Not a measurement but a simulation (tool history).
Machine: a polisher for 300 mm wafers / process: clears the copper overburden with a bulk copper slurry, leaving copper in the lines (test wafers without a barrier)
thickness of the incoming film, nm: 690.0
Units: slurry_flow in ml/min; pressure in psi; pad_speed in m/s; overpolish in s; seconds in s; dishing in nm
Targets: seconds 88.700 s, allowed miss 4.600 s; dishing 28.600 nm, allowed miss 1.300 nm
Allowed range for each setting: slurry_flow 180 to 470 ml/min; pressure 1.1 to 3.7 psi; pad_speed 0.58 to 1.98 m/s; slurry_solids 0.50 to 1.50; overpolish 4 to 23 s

run,hour,slurry_flow,pressure,pad_speed,slurry_solids,overpolish,seconds,dishing
1,0.0,300,2.4,1.28,1.00,12,57.156,60.295
2,5.6,300,2.4,1.48,1.00,12,51.011,62.372
3,10.2,300,2.1,1.48,1.00,12,56.177,58.273
4,19.0,230,2.1,1.48,1.00,12,59.301,56.842
5,25.2,215,1.8,1.52,0.85,10,65.134,49.186
6,29.6,260,1.8,1.52,0.85,10,66.147,47.802
7,34.7,345,1.2,1.56,0.85,4,86.064,20.538
8,42.6,315,1.2,1.54,0.85,5,86.326,24.378
9,47.4,295,1.2,1.54,0.85,5,87.587,23.835
10,53.4,275,1.2,1.52,0.85,5,88.266,23.623

Consider the 5 candidate settings below. Which is the only one whose results all fall within their allowed miss of target?
A,59.4,230,1.5,1.26,0.85,6,?,?
B,59.4,280,1.1,1.70,0.85,4,?,?
C,59.4,320,1.4,1.36,0.95,4,?,?
D,59.4,275,1.1,1.58,0.90,4,?,?
E,59.4,255,1.3,1.44,0.85,4,?,?

move,seconds,dishing
A,87.371,27.402
B,84.376,20.091
C,82.754,20.654
D,88.955,19.238
E,86.541,19.835
A: in spec on every target
B: misses by more than the last run did
C: misses by more than the last run did
D: misses by more than the last run did
E: misses by more than the last run did
Go with A: it meets all targets.
